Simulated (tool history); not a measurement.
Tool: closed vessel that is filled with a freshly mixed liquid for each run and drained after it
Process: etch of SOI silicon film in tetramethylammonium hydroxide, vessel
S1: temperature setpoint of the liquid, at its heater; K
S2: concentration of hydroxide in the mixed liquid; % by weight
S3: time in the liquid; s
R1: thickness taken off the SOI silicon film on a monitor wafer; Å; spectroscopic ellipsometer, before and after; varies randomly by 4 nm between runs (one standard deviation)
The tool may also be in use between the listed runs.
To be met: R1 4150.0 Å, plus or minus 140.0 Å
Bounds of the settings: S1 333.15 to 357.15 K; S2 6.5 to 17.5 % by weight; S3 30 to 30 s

run  hour      S1    S2  S3      R1
  1   0.0  346.15  12.0  30  2496.5
  2   3.9  350.15  12.0  30  3172.4
  3   9.1  350.15  12.0  30  3126.8
  4  15.8  344.65  12.0  30  2316.2
  5  19.7  347.65  12.0  30  2714.5
  6  22.4  349.65  12.0  30  3044.6
  7  27.9  351.15  12.0  30  3272.8
  8  36.7  352.15  12.0  30  3588.5
  9  44.8  352.65  12.0  30  3610.7

Below are 4 possible settings for the next run. Only one of them brings all results inside the allowed miss of their targets. Which is it?
  A  52.9  350.15  11.5  30   ?
  B  52.9  352.65  11.5  30   ?
  C  52.9  355.15  11.5  30   ?
  D  52.9  351.65  14.0  30   ?

move      R1
   A  3190.2
   B  3669.5
   C  4212.4
   D  3181.8
A: lands further from the targets than the last run did
B: closes in on the targets versus the last run, not all within tolerance yet
C: each result inside its tolerance
D: lands further from the targets than the last run did
Answer: C

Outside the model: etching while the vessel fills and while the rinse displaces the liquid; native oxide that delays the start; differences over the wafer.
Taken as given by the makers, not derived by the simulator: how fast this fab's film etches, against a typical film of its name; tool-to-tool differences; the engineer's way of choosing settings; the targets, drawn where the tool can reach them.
